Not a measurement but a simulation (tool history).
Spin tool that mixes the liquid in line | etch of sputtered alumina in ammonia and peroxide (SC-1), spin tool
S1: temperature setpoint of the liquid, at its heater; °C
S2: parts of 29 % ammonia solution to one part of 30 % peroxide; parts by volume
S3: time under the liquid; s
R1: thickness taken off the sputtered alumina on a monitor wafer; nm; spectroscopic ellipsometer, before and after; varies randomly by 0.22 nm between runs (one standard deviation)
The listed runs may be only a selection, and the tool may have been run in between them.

run  hour  S1    S2   S3      R1
  1     0  55  0.55  280  21.576
  2   3.2  48  0.55  280  14.855
  3  12.2  52  0.55  280  18.611
  4  19.9  47  0.55  280  13.852
  5  26.8  51  0.55  280  17.454
  6  33.5  51   0.7  280  17.953
  7  39.4  54   0.7  280  20.851
  8  40.8  56   0.7  280  23.279

What will run 9 give?
  9  47.1  57.5  0.7  280   ?

R1: 25.082 nm
